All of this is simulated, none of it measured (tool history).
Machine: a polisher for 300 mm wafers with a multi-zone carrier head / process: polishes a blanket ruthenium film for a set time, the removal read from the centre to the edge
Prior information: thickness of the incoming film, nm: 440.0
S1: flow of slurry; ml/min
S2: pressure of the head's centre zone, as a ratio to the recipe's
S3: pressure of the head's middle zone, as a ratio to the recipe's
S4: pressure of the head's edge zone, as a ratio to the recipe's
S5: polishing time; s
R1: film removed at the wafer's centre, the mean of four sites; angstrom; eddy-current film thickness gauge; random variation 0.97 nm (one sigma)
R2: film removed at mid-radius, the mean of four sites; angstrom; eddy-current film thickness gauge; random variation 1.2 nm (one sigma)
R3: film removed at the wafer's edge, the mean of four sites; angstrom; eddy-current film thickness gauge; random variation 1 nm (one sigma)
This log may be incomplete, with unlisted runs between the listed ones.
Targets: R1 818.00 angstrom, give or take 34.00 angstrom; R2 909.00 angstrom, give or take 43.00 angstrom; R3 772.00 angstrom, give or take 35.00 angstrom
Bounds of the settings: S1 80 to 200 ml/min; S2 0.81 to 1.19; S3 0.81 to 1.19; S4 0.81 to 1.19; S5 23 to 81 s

{"run": 1, "day": 0.0, "S1": 130, "S2": 1.0, "S3": 1.0, "S4": 1.0, "S5": 52, "R1": 515.32, "R2": 504.98, "R3": 529.85}
{"run": 2, "day": 0.183, "S1": 145, "S2": 1.01, "S3": 1.06, "S4": 0.99, "S5": 57, "R1": 587.53, "R2": 588.0, "R3": 576.3}
{"run": 3, "day": 0.512, "S1": 145, "S2": 1.01, "S3": 1.06, "S4": 0.99, "S5": 68, "R1": 695.53, "R2": 716.91, "R3": 715.12}
{"run": 4, "day": 0.704, "S1": 145, "S2": 1.08, "S3": 1.06, "S4": 0.99, "S5": 68, "R1": 762.93, "R2": 724.23, "R3": 702.21}
{"day": 1.054, "done": "slurry nozzle cleaned"}
{"run": 5, "day": 1.054, "S1": 155, "S2": 1.06, "S3": 1.1, "S4": 0.98, "S5": 69, "R1": 851.92, "R2": 827.29, "R3": 767.15}
{"run": 6, "day": 1.408, "S1": 155, "S2": 1.04, "S3": 1.13, "S4": 0.97, "S5": 68, "R1": 797.87, "R2": 847.36, "R3": 745.63}
{"run": 7, "day": 1.696, "S1": 155, "S2": 1.04, "S3": 1.13, "S4": 0.97, "S5": 68, "R1": 807.02, "R2": 848.63, "R3": 763.52}
{"run": 8, "day": 1.862, "S1": 155, "S2": 1.04, "S3": 1.14, "S4": 0.96, "S5": 68, "R1": 809.82, "R2": 858.01, "R3": 718.73}
{"run": 9, "day": 2.096, "S1": 160, "S2": 1.03, "S3": 1.15, "S4": 0.97, "S5": 68, "R1": 786.19, "R2": 857.47, "R3": 735.29}

Exercise: of the 4 proposed moves below, exactly one satisfies all targets within the stated allowed misses. Which move is it?
{"run": "A", "day": 2.329, "S1": 125, "S2": 1.07, "S3": 1.1, "S4": 1.05, "S5": 68, "R1": "?", "R2": "?", "R3": "?"}
{"run": "B", "day": 2.329, "S1": 165, "S2": 1.11, "S3": 1.11, "S4": 0.93, "S5": 62, "R1": "?", "R2": "?", "R3": "?"}
{"run": "C", "day": 2.329, "S1": 170, "S2": 1.03, "S3": 1.19, "S4": 1.04, "S5": 68, "R1": "?", "R2": "?", "R3": "?"}
{"run": "D", "day": 2.329, "S1": 145, "S2": 1.07, "S3": 1.19, "S4": 0.92, "S5": 66, "R1": "?", "R2": "?", "R3": "?"}

move=A R1=792.24 R2=797.49 R3=747.11
move=B R1=795.27 R2=772.26 R3=669.98
move=C R1=814.80 R2=904.02 R3=774.00
move=D R1=795.86 R2=853.34 R3=697.60
A: moves away from the targets compared with the last run
B: moves away from the targets compared with the last run
C: meets every target
D: moves away from the targets compared with the last run
Answer: C
